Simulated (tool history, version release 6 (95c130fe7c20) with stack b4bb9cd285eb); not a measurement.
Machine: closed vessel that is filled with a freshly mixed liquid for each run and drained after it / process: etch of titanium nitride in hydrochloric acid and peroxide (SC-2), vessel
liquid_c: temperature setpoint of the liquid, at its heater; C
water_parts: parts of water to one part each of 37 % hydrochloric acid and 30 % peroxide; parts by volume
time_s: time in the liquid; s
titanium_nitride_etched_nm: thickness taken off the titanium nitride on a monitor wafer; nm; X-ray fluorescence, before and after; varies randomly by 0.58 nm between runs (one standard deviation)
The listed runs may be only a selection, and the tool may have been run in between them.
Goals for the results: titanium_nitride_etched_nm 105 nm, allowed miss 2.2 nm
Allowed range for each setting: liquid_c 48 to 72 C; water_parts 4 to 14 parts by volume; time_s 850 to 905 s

run,hour,liquid_c,water_parts,time_s,titanium_nitride_etched_nm
1,0,64,7.5,850,90.739
2,4.5,64,7.5,905,97.003
3,6,64.5,7.5,905,99.081
4,14.4,71,7.5,905,146.18
5,19.2,69.5,7.5,905,134.83
6,27.9,69.5,6,905,159.31
7,29.7,68,6,905,147.48
8,36.4,66.5,6,905,133.53
9,38.5,65.5,6,905,125.48
10,47.5,65,6,905,122.74

Below are 5 possible settings for the next run. Only one of them brings all results inside the allowed miss of their targets. Which is it?
A,56.5,64.5,6,850,?
B,56.5,62,5.5,885,?
C,56.5,65,5,850,?
D,56.5,62.5,5.5,880,?
E,56.5,65.5,7.5,850,?

move,titanium_nitride_etched_nm
A,111.39
B,106.07
C,131.24
D,108.79
E,99.691
A: better than the last run, though not everything is in spec
B: all results land within tolerance of their targets
C: misses by more than the last run did
D: better than the last run, though not everything is in spec
E: carries the result that was furthest off beyond its target, to the other side
So the answer is move B, the one that meets all the targets.
